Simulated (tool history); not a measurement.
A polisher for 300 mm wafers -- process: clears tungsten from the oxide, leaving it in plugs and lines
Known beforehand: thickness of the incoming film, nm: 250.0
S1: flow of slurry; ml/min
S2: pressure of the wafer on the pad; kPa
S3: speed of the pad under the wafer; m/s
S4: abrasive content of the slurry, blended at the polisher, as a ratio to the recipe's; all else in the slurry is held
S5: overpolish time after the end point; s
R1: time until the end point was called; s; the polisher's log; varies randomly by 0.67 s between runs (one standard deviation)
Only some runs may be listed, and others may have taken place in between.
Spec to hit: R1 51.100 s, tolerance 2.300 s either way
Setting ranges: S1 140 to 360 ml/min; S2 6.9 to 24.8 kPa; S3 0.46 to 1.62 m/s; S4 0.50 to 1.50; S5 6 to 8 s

run 1 hour=0.0 | S1=230 S2=15.9 S3=1.04 S4=1.00 S5=8 | R1=69.117
run 2 hour=7.1 | S1=230 S2=15.9 S3=1.04 S4=0.85 S5=8 | R1=73.367
run 3 hour=7.9 | S1=230 S2=12.4 S3=1.04 S4=0.85 S5=8 | R1=92.028
run 4 hour=10.3 | S1=230 S2=12.4 S3=1.04 S4=1.00 S5=8 | R1=87.038
run 5 hour=15.1 | S1=230 S2=12.4 S3=1.04 S4=0.90 S5=8 | R1=90.497
run 6 hour=17.8 | S1=190 S2=12.4 S3=1.04 S4=0.90 S5=8 | R1=90.438
run 7 hour=23.9 | S1=190 S2=16.5 S3=1.10 S4=0.90 S5=8 | R1=65.798
run 8 hour=30.1 | S1=190 S2=17.9 S3=1.10 S4=0.90 S5=8 | R1=60.441

Which one of the following 4 next-run settings gets every result inside its allowed miss? There is exactly one.
run A hour=36.3 | S1=200 S2=17.2 S3=1.06 S4=1.00 S5=6 | R1=?
run B hour=36.3 | S1=235 S2=17.2 S3=0.84 S4=0.90 S5=8 | R1=?
run C hour=36.3 | S1=200 S2=20.7 S3=1.18 S4=0.80 S5=8 | R1=?
run D hour=36.3 | S1=240 S2=13.8 S3=1.54 S4=0.85 S5=6 | R1=?

move=A R1=65.189
move=B R1=82.488
move=C R1=52.651
move=D R1=57.668
A: misses by more than the last run did
B: misses by more than the last run did
C: meets every target
D: nearer than the last run, and not there yet
Move C is the one to make.
